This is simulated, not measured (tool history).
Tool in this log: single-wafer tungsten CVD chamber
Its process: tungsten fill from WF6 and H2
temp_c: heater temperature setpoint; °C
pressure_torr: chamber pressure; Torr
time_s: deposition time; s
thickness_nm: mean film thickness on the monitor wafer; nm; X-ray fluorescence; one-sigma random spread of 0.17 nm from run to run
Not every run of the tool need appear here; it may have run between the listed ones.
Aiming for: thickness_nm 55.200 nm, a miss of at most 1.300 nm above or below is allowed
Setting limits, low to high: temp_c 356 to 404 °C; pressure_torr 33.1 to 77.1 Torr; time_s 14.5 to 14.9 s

| run | hour | temp_c | pressure_torr | time_s | thickness_nm |
|---|---|---|---|---|---|
| 1 | 0.0 | 380 | 55.1 | 14.5 | 40.015 |
| 2 | 4.3 | 380 | 55.1 | 14.9 | 41.174 |
| 3 | 11.3 | 380 | 62.9 | 14.9 | 42.709 |
| 4 | 18.4 | 384 | 63.3 | 14.9 | 45.594 |
| 5 | 25.3 | 388 | 63.7 | 14.9 | 49.381 |
| 6 | 31.6 | 388 | 63.7 | 14.9 | 49.320 |
|  | 39.0 | thermocouple changed; heater temperature recalibrated |
| 7 | 39.0 | 390 | 63.9 | 14.9 | 48.987 |
| 8 | 46.4 | 393 | 64.3 | 14.9 | 51.932 |
| 9 | 52.8 | 394 | 64.5 | 14.9 | 52.492 |
| 10 | 55.7 | 395 | 64.7 | 14.9 | 53.606 |

Which of these 5 next moves meets every target?
| A | 58.6 | 395 | 67.5 | 14.5 | ? |
| B | 58.6 | 398 | 53.5 | 14.7 | ? |
| C | 58.6 | 395 | 64.2 | 14.5 | ? |
| D | 58.6 | 396 | 62.8 | 14.5 | ? |
| E | 58.6 | 396 | 65.8 | 14.9 | ? |

| move | thickness_nm |
|---|---|
| A | 52.589 |
| B | 52.178 |
| C | 51.762 |
| D | 52.276 |
| E | 54.525 |
A: moves away from the targets compared with the last run
B: moves away from the targets compared with the last run
C: moves away from the targets compared with the last run
D: moves away from the targets compared with the last run
E: every result lands within tolerance
E is the move that brings every result within its allowed miss.
